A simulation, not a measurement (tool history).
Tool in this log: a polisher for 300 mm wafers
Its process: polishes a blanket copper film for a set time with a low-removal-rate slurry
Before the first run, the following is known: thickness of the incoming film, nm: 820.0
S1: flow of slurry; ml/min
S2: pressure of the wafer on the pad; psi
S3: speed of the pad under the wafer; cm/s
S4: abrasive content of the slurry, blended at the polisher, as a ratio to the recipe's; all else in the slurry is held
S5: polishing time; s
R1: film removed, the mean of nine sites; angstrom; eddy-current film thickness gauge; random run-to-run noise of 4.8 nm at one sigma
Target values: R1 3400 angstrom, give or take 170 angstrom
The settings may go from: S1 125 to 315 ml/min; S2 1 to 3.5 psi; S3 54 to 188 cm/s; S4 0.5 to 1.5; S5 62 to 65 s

Run 1, hour 0: S1 205 ml/min, S2 2.2 psi, S3 120 cm/s, S4 1, S5 62 s. Result: R1 2005 angstrom.
Run 2, hour 4.6: S1 205 ml/min, S2 2.5 psi, S3 122 cm/s, S4 1, S5 62 s. Result: R1 2233.3 angstrom.
Run 3, hour 11: S1 205 ml/min, S2 2.1 psi, S3 122 cm/s, S4 1, S5 62 s. Result: R1 1970.2 angstrom.
Run 4, hour 15.1: S1 205 ml/min, S2 2.4 psi, S3 124 cm/s, S4 1, S5 62 s. Result: R1 2223.4 angstrom.
Run 5, hour 21.4: S1 205 ml/min, S2 2.4 psi, S3 144 cm/s, S4 1, S5 62 s. Result: R1 2466.5 angstrom.
Run 6, hour 24.6: S1 170 ml/min, S2 2.4 psi, S3 144 cm/s, S4 1, S5 62 s. Result: R1 2478.1 angstrom.
Run 7, hour 27: S1 170 ml/min, S2 2.6 psi, S3 146 cm/s, S4 1, S5 62 s. Result: R1 2543.3 angstrom.
Run 8, hour 33.3: S1 175 ml/min, S2 2.8 psi, S3 148 cm/s, S4 1, S5 62 s. Result: R1 2784.6 angstrom.
Run 9, hour 38.5: S1 175 ml/min, S2 2.9 psi, S3 150 cm/s, S4 1, S5 62 s. Result: R1 2946.2 angstrom.
Run 10, hour 47.3: S1 175 ml/min, S2 3 psi, S3 150 cm/s, S4 1, S5 62 s. Result: R1 2910.9 angstrom.
Run 11, hour 55: S1 175 ml/min, S2 3.1 psi, S3 152 cm/s, S4 1, S5 62 s. Result: R1 3118 angstrom.
Run 12, hour 55.6: S1 175 ml/min, S2 3.2 psi, S3 152 cm/s, S4 1, S5 62 s. Result: R1 3127.7 angstrom.

Which one of the following 5 next-run settings gets every result inside its allowed miss? There is exactly one.
Run A, hour 56.2: S1 155 ml/min, S2 3.3 psi, S3 180 cm/s, S4 1.4, S5 62 s. Result: R1 ?.
Run B, hour 56.2: S1 125 ml/min, S2 3.4 psi, S3 142 cm/s, S4 0.85, S5 64 s. Result: R1 ?.
Run C, hour 56.2: S1 190 ml/min, S2 3.1 psi, S3 142 cm/s, S4 0.95, S5 62 s. Result: R1 ?.
Run D, hour 56.2: S1 200 ml/min, S2 3 psi, S3 148 cm/s, S4 1.05, S5 62 s. Result: R1 ?.
Run E, hour 56.2: S1 205 ml/min, S2 3.1 psi, S3 164 cm/s, S4 0.8, S5 64 s. Result: R1 ?.

move      R1
   A    3988
   B  2970.3
   C  2935.1
   D  3050.1
   E  3374.2
A: pushes the last run's worst result past its target
B: misses by more than the last run did
C: misses by more than the last run did
D: misses by more than the last run did
E: every result within its allowed miss
Move E is the one to make.

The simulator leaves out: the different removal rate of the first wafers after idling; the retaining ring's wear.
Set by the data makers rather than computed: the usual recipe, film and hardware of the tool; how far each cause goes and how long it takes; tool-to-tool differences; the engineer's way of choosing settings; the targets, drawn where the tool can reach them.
